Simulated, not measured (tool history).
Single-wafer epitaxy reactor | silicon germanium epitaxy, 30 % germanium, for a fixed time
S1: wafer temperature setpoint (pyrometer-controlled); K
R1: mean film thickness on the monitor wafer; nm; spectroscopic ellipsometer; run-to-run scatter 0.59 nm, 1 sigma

run 1 hour=0.0 | S1=893.15 chamber_pressure_(Pa)=2960 | R1=93.202
run 2 hour=3.5 | S1=895.15 chamber_pressure_(Pa)=2973 | R1=95.551
run 3 hour=11.4 | S1=895.15 chamber_pressure_(Pa)=3293 | R1=98.040
run 4 hour=18.3 | S1=897.15 chamber_pressure_(Pa)=3306 | R1=101.240
run 5 hour=22.8 | S1=887.15 chamber_pressure_(Pa)=3306 | R1=87.906
run 6 hour=26.6 | S1=890.15 chamber_pressure_(Pa)=3320 | R1=90.704
run 7 hour=35.1 | S1=892.15 chamber_pressure_(Pa)=3333 | R1=94.293
run 8 hour=41.4 | S1=894.15 chamber_pressure_(Pa)=3346 | R1=97.811
run 9 hour=47.4 | S1=896.15 chamber_pressure_(Pa)=3360 | R1=100.620

Expected results for the next run?
run 10 hour=50.7 | S1=898.15 chamber_pressure_(Pa)=3373 | R1=?

{"run 10": {"R1": 104.69}}
